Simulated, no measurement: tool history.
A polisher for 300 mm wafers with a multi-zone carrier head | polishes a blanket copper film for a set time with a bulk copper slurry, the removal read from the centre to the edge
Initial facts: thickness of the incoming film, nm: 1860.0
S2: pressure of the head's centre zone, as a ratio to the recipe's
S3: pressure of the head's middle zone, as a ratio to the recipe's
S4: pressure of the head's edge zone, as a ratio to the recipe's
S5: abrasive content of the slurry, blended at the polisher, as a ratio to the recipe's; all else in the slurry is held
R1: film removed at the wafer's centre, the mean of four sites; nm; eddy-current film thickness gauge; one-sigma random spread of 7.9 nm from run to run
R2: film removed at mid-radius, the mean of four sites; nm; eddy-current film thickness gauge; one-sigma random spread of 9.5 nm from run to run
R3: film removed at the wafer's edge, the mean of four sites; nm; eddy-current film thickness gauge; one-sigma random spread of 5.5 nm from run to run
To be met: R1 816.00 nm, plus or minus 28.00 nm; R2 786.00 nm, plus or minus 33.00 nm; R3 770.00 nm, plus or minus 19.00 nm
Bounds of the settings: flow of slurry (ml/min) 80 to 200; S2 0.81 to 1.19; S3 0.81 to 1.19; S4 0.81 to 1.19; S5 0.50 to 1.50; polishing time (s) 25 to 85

run 1 hour=0.0 | flow_of_slurry_(ml/min)=130 S2=1.00 S3=1.00 S4=1.00 S5=1.00 polishing_time_(s)=55 | R1=571.51 R2=551.44 R3=560.30
run 2 hour=2.8 | flow_of_slurry_(ml/min)=140 S2=1.02 S3=1.03 S4=1.04 S5=1.15 polishing_time_(s)=56 | R1=622.39 R2=614.93 R3=600.74
run 3 hour=11.3 | flow_of_slurry_(ml/min)=140 S2=1.02 S3=1.03 S4=1.04 S5=1.15 polishing_time_(s)=49 | R1=545.76 R2=525.60 R3=530.29
run 4 hour=17.6 | flow_of_slurry_(ml/min)=150 S2=1.03 S3=1.03 S4=1.07 S5=1.25 polishing_time_(s)=53 | R1=610.93 R2=599.38 R3=597.59
run 5 hour=21.5 | flow_of_slurry_(ml/min)=150 S2=1.03 S3=1.03 S4=1.07 S5=1.25 polishing_time_(s)=44 | R1=509.30 R2=495.64 R3=500.44
run 6 hour=22.1 | flow_of_slurry_(ml/min)=150 S2=1.03 S3=1.03 S4=1.07 S5=1.25 polishing_time_(s)=33 | R1=380.05 R2=375.19 R3=372.74
run 7 hour=26.5 | flow_of_slurry_(ml/min)=160 S2=1.05 S3=1.04 S4=1.10 S5=1.30 polishing_time_(s)=40 | R1=481.77 R2=462.15 R3=470.23
run 8 hour=35.0 | flow_of_slurry_(ml/min)=170 S2=1.07 S3=1.07 S4=1.12 S5=1.35 polishing_time_(s)=44 | R1=553.47 R2=525.35 R3=526.17
run 9 hour=42.4 | flow_of_slurry_(ml/min)=175 S2=1.07 S3=1.09 S4=1.13 S5=1.40 polishing_time_(s)=48 | R1=604.53 R2=585.21 R3=582.14
run 10 hour=49.8 | flow_of_slurry_(ml/min)=180 S2=1.08 S3=1.10 S4=1.14 S5=1.45 polishing_time_(s)=51 | R1=675.78 R2=644.70 R3=627.49
run 11 hour=54.7 | flow_of_slurry_(ml/min)=175 S2=1.06 S3=1.10 S4=1.18 S5=1.50 polishing_time_(s)=63 | R1=803.42 R2=792.03 R3=798.23
run 12 hour=58.4 | flow_of_slurry_(ml/min)=175 S2=1.07 S3=1.10 S4=1.17 S5=1.50 polishing_time_(s)=63 | R1=826.77 R2=800.26 R3=790.77
run 13 hour=66.9 | flow_of_slurry_(ml/min)=170 S2=1.07 S3=1.10 S4=1.17 S5=1.50 polishing_time_(s)=63 | R1=821.25 R2=796.19 R3=791.65

Which of these 4 next moves meets every target?
run A hour=75.4 | flow_of_slurry_(ml/min)=165 S2=1.08 S3=1.08 S4=1.19 S5=1.45 polishing_time_(s)=64 | R1=? R2=? R3=?
run B hour=75.4 | flow_of_slurry_(ml/min)=175 S2=1.04 S3=1.04 S4=1.19 S5=1.50 polishing_time_(s)=65 | R1=? R2=? R3=?
run C hour=75.4 | flow_of_slurry_(ml/min)=200 S2=0.97 S3=1.19 S4=1.01 S5=1.45 polishing_time_(s)=67 | R1=? R2=? R3=?
run D hour=75.4 | flow_of_slurry_(ml/min)=135 S2=1.11 S3=1.13 S4=1.14 S5=1.50 polishing_time_(s)=65 | R1=? R2=? R3=?

move=A R1=826.66 R2=777.73 R3=810.71
move=B R1=824.67 R2=782.51 R3=835.99
move=C R1=808.16 R2=901.60 R3=797.99
move=D R1=831.84 R2=791.31 R3=788.72
A: moves away from the targets compared with the last run
B: moves away from the targets compared with the last run
C: moves away from the targets compared with the last run
D: every result within its allowed miss
The right move is D.

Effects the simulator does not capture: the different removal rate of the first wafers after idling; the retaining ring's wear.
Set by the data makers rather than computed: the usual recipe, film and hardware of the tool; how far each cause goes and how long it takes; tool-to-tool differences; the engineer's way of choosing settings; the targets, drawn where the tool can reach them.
